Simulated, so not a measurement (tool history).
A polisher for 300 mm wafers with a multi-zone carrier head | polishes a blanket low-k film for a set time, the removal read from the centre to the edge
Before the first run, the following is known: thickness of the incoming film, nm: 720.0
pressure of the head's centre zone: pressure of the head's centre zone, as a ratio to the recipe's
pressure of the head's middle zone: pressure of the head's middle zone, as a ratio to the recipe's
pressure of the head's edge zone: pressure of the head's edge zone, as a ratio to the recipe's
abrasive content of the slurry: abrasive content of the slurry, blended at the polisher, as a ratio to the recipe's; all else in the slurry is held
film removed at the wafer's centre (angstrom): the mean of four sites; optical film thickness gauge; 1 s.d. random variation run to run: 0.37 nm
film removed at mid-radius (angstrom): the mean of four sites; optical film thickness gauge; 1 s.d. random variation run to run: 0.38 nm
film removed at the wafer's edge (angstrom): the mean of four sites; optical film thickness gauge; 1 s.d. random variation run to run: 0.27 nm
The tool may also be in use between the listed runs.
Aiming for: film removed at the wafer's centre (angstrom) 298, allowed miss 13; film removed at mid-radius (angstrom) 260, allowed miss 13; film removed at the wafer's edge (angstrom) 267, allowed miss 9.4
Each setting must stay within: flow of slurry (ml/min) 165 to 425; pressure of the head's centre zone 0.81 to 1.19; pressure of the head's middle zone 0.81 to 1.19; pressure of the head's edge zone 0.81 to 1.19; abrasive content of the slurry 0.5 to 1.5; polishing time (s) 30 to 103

run,hour,flow of slurry (ml/min),pressure of the head's centre zone,pressure of the head's middle zone,pressure of the head's edge zone,abrasive content of the slurry,polishing time (s),film removed at the wafer's centre (angstrom),film removed at mid-radius (angstrom),film removed at the wafer's edge (angstrom)
1,0,275,1,1,1,1,66,344.66,339.24,340.96
2,7.1,275,1,1,1.03,1,66,347.03,340.55,334.13
3,12.3,275,1,1,1.03,1.15,66,369.25,359.96,359.38
4,15.1,275,1.02,0.99,1.03,1,65,351.84,332.71,332.37
5,16.4,275,1.02,0.91,1.03,1,65,339.1,313.73,339.79
6,24.6,275,1.02,0.91,1.03,1.15,65,366.47,337.11,358.13
7,31.8,285,1.09,0.91,0.93,0.9,60,334.76,284.01,292.86
8,35.6,285,1.08,0.91,0.92,0.85,60,321.22,282.22,286.26
9,36.1,285,1.08,0.9,0.92,0.8,60,313.46,273.54,273.23
10,44.3,280,1.08,0.89,0.92,0.8,60,308.53,269.86,277.02

Which one of the following 4 next-run settings gets every result inside its allowed miss? There is exactly one.
A,52.5,285,0.96,0.94,0.86,0.85,57,?,?,?
B,52.5,300,0.98,0.94,0.96,0.9,59,?,?,?
C,52.5,275,0.96,1.01,0.88,0.85,58,?,?,?
D,52.5,255,1.05,0.87,0.9,0.8,59,?,?,?

move,film removed at the wafer's centre (angstrom),film removed at mid-radius (angstrom),film removed at the wafer's edge (angstrom)
A,275.07,265.53,262.44
B,297.3,281.75,290.35
C,278.73,279.99,268.4
D,296.7,254.81,268.22
A: gets the furthest-off result to its target, but another result is out of tolerance
B: lands further from the targets than the last run did
C: gets the furthest-off result to its target, but another result is out of tolerance
D: each result inside its tolerance
Go with D: it meets all targets.

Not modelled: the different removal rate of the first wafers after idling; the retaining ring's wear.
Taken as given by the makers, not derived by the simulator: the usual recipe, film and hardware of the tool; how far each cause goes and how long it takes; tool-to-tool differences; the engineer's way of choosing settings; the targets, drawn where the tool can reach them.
